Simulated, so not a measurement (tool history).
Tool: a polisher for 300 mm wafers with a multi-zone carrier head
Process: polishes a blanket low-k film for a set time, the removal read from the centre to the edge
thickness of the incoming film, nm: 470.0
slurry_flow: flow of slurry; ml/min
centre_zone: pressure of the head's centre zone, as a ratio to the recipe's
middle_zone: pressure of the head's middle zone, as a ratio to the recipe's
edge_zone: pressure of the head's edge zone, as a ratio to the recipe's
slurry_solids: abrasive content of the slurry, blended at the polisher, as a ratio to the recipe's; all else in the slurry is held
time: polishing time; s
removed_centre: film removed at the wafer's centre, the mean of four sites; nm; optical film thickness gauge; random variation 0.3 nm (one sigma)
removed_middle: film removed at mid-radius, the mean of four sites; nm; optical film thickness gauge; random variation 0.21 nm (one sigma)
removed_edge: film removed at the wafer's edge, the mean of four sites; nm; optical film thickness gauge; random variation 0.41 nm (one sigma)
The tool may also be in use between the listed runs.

run,hour,slurry_flow,centre_zone,middle_zone,edge_zone,slurry_solids,time,removed_centre,removed_middle,removed_edge
1,0.0,185,1.00,1.00,1.00,1.00,78,44.185,45.258,45.024
2,5.6,180,0.98,0.99,0.97,0.90,78,41.259,41.717,41.182
3,12.3,170,0.95,0.98,0.94,0.90,78,39.046,41.179,40.321
4,20.1,210,0.95,0.98,0.94,0.90,78,40.708,42.723,42.719
5,21.8,190,0.94,0.97,0.91,0.85,78,38.042,39.869,40.293
6,27.1,175,0.94,0.98,0.89,0.85,78,37.875,39.437,38.811
7,35.0,165,0.93,0.98,0.87,0.85,78,36.250,39.132,38.575
8,41.8,155,0.93,0.99,0.86,0.80,78,35.299,37.585,36.763
9,46.6,120,0.90,1.03,0.81,0.70,78,28.342,32.901,30.973
10,48.7,120,0.90,1.03,0.81,0.70,78,28.114,32.865,30.210
11,56.9,130,0.91,1.03,0.81,0.70,78,29.219,33.681,31.752

Forecast run 12:
12,65.7,135,0.93,1.04,0.81,0.70,78,?,?,?

{"run 12": {"removed_centre": 29.662, "removed_middle": 34.699, "removed_edge": 31.572}}
